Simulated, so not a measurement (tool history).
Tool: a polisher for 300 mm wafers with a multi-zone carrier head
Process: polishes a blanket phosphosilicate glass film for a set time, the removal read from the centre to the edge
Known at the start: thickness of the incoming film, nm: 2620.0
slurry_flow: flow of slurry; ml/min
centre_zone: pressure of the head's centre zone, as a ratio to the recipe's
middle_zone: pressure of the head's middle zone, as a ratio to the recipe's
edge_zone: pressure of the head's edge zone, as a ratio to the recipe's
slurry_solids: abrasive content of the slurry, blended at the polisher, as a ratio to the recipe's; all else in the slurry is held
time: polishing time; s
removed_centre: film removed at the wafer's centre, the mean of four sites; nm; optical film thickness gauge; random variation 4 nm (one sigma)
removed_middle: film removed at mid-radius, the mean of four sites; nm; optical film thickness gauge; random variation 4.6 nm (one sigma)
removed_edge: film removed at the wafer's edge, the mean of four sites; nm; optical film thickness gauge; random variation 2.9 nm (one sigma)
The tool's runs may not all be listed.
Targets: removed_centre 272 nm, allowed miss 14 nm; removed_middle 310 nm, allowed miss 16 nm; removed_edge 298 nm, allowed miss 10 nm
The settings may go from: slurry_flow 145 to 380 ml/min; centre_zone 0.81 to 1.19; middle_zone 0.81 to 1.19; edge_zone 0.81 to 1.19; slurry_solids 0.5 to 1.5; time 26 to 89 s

run	hour	slurry_flow	centre_zone	middle_zone	edge_zone	slurry_solids	time	removed_centre	removed_middle	removed_edge
1	0	245	1	1	1	1	57	315.95	325.84	342.55
2	2.5	305	1	1	1	1	57	319.02	340.32	353.04
3	4	260	1	1	1	1	57	311.41	349.72	339.99
4	12.7	285	1	1	1	1	57	315.92	348.11	346.79
5	13.2	285	1.08	1	1	1	57	348.23	337.4	348.36
6	16.3	285	1.08	1	1	1	71	424.94	415.97	433.19
# hour 22.3: centre zone pressure recalibrated
7	22.3	280	1.05	1	0.98	0.9	70	426.37	404.44	400.91
8	29.6	280	1.01	1	1	0.85	67	395	382.43	385.61
9	38.1	240	0.91	1.01	0.9	0.6	61	287.73	323.6	299.99
10	44.2	240	0.9	1	0.9	0.6	61	288.75	317.29	302.79

Which of these 5 next moves meets every target?
A	50.3	270	1.03	1.01	0.81	0.5	61	?	?	?
B	50.3	175	0.86	0.98	0.86	0.95	56	?	?	?
C	50.3	220	0.81	1.03	0.96	0.55	64	?	?	?
D	50.3	250	1	1.07	0.83	0.5	65	?	?	?
E	50.3	230	0.99	1.07	0.82	0.55	62	?	?	?

move	removed_centre	removed_middle	removed_edge
A	319.35	303.87	276.47
B	273.93	308.99	297.04
C	263.14	323.74	315.7
D	327.79	332.81	295.99
E	313.73	322.08	285.49
A: further off than the last run
B: meets every target
C: brings the result that was furthest off to its target, and leaves another outside
D: further off than the last run
E: further off than the last run
The right move is B.

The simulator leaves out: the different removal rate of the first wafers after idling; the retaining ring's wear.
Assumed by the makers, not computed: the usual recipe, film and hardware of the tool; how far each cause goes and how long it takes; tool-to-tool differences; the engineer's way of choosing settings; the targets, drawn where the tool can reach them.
